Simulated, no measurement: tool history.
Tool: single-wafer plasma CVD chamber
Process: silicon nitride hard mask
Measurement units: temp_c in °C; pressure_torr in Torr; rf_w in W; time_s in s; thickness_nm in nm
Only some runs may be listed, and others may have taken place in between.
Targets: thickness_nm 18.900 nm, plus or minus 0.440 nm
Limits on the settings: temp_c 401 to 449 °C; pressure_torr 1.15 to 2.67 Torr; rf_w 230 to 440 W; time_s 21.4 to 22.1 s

{"run": 1, "hour": 0.0, "temp_c": 425, "pressure_torr": 1.91, "rf_w": 335, "time_s": 21.4, "thickness_nm": 26.271}
{"run": 2, "hour": 0.7, "temp_c": 425, "pressure_torr": 2.11, "rf_w": 335, "time_s": 21.4, "thickness_nm": 27.16}
{"run": 3, "hour": 3.4, "temp_c": 425, "pressure_torr": 1.9, "rf_w": 335, "time_s": 21.4, "thickness_nm": 26.339}
{"run": 4, "hour": 11.5, "temp_c": 431, "pressure_torr": 1.68, "rf_w": 305, "time_s": 21.4, "thickness_nm": 23.406}
{"run": 5, "hour": 12.1, "temp_c": 431, "pressure_torr": 1.68, "rf_w": 305, "time_s": 22.1, "thickness_nm": 24.288}
{"run": 6, "hour": 14.6, "temp_c": 438, "pressure_torr": 1.68, "rf_w": 305, "time_s": 22.1, "thickness_nm": 24.307}
{"run": 7, "hour": 20.7, "temp_c": 438, "pressure_torr": 1.56, "rf_w": 285, "time_s": 22.0, "thickness_nm": 22.471}
{"run": 8, "hour": 24.3, "temp_c": 438, "pressure_torr": 1.47, "rf_w": 270, "time_s": 21.9, "thickness_nm": 20.802}
{"run": 9, "hour": 28.6, "temp_c": 438, "pressure_torr": 1.4, "rf_w": 265, "time_s": 21.9, "thickness_nm": 20.234}
{"run": 10, "hour": 36.7, "temp_c": 438, "pressure_torr": 1.18, "rf_w": 245, "time_s": 21.8, "thickness_nm": 17.78}
{"run": 11, "hour": 41.8, "temp_c": 438, "pressure_torr": 1.23, "rf_w": 245, "time_s": 21.8, "thickness_nm": 18.082}
{"run": 12, "hour": 49.0, "temp_c": 438, "pressure_torr": 1.27, "rf_w": 245, "time_s": 21.8, "thickness_nm": 18.295}
{"run": 13, "hour": 54.7, "temp_c": 438, "pressure_torr": 1.3, "rf_w": 245, "time_s": 21.8, "thickness_nm": 18.372}

5 next moves are on the table. One of them brings every result within its allowed miss. Which?
{"run": "A", "hour": 60.4, "temp_c": 427, "pressure_torr": 1.41, "rf_w": 235, "time_s": 21.7, "thickness_nm": "?"}
{"run": "B", "hour": 60.4, "temp_c": 429, "pressure_torr": 1.36, "rf_w": 235, "time_s": 21.6, "thickness_nm": "?"}
{"run": "C", "hour": 60.4, "temp_c": 427, "pressure_torr": 1.16, "rf_w": 255, "time_s": 21.4, "thickness_nm": "?"}
{"run": "D", "hour": 60.4, "temp_c": 435, "pressure_torr": 1.24, "rf_w": 250, "time_s": 22.1, "thickness_nm": "?"}
{"run": "E", "hour": 60.4, "temp_c": 424, "pressure_torr": 1.38, "rf_w": 240, "time_s": 21.4, "thickness_nm": "?"}

move=A thickness_nm=18.152
move=B thickness_nm=17.846
move=C thickness_nm=18.054
move=D thickness_nm=18.678
move=E thickness_nm=18.152
A: moves away from the targets compared with the last run
B: moves away from the targets compared with the last run
C: moves away from the targets compared with the last run
D: hits every target within its allowed miss
E: moves away from the targets compared with the last run
The right move is D.
